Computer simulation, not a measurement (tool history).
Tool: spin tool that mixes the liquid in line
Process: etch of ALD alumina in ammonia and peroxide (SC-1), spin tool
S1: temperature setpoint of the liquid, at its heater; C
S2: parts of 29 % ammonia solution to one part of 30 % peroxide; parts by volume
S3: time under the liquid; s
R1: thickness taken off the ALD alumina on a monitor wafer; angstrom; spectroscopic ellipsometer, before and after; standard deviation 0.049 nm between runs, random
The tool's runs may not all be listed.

run  hour    S1   S2   S3      R1
  1   0.0  52.0  0.7  160  74.316
  2   2.3  52.0  0.7  160  73.850
  3  10.2  45.5  0.7  160  51.382
  4  14.6  45.5  0.8  160  52.383
  5  16.8  39.5  0.8  160  36.390
  6  17.6  41.5  0.8  160  41.442
  7  23.1  43.0  0.8  160  45.360
  8  24.1  43.0  0.8  160  44.952
  9  29.3  44.5  0.8  160  49.317
 10  34.5  45.5  0.8  160  52.255
 11  43.5  46.5  0.8  160  55.183
 12  47.2  47.0  0.8  160  57.186

Expected results for the next run?
 13  53.3  47.5  0.8  160   ?

Logged for run 13: R1 57.655 angstrom.
